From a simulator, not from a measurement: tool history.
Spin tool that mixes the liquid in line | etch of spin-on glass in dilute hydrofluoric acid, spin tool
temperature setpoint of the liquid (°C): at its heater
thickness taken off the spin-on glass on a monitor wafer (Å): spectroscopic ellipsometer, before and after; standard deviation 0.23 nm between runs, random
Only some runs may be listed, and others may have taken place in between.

run	hour	temperature setpoint of the liquid (°C)	parts of water to one part of 49 % hydrofluoric acid (parts by volume)	time under the liquid (s)	thickness taken off the spin-on glass on a monitor wafer (Å)
1	0.0	25.0	265	160	144.720
2	3.9	28.0	265	160	156.140
3	8.6	30.5	265	160	174.340
4	16.4	30.5	335	160	126.880
5	21.1	30.5	430	160	88.813
6	27.0	30.5	430	160	88.701
7	32.3	30.5	405	160	98.181
8	33.4	30.5	380	160	106.960
9	38.1	30.5	360	160	114.830
10	44.6	30.5	340	160	124.030
11	48.1	33.0	235	160	219.190
12	48.8	33.0	230	160	226.250

Forecast run 13:
13	56.7	33.0	230	160	?

For run 13 the tool returned thickness taken off the spin-on glass on a monitor wafer (Å) 226.650.
